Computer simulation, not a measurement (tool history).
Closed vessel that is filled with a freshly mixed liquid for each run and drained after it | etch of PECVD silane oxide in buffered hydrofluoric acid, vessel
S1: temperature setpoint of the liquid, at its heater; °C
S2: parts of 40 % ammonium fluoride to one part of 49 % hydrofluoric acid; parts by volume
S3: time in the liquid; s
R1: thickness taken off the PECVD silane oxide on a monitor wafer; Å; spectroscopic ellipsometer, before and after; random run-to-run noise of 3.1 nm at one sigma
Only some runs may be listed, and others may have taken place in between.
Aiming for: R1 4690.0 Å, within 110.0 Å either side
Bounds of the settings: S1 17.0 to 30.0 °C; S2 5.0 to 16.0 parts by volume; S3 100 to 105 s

run 1 hour=0.0 | S1=22.0 S2=9.5 S3=100 | R1=3520.6
run 2 hour=7.5 | S1=22.0 S2=9.5 S3=105 | R1=3736.8
run 3 hour=12.5 | S1=19.5 S2=9.5 S3=105 | R1=3227.8
run 4 hour=13.8 | S1=19.5 S2=12.5 S3=105 | R1=2515.0
run 5 hour=21.0 | S1=19.5 S2=11.5 S3=105 | R1=2715.1
run 6 hour=23.2 | S1=17.0 S2=11.5 S3=105 | R1=2375.9
run 7 hour=25.1 | S1=18.5 S2=11.5 S3=105 | R1=2575.6
run 8 hour=28.5 | S1=19.5 S2=11.5 S3=105 | R1=2715.9

Which one of the following 5 next-run settings gets every result inside its allowed miss? There is exactly one.
run A hour=31.9 | S1=23.5 S2=6.0 S3=105 | R1=?
run B hour=31.9 | S1=22.0 S2=7.5 S3=105 | R1=?
run C hour=31.9 | S1=24.5 S2=6.0 S3=105 | R1=?
run D hour=31.9 | S1=19.5 S2=13.5 S3=100 | R1=?
run E hour=31.9 | S1=19.5 S2=7.0 S3=105 | R1=?

move=A R1=6248.6
move=B R1=4673.7
move=C R1=6598.0
move=D R1=2218.1
move=E R1=4381.3
A: takes the result that was furthest off past its target
B: hits every target within its allowed miss
C: takes the result that was furthest off past its target
D: further off than the last run
E: nearer than the last run, and not there yet
B is the move that brings every result within its allowed miss.
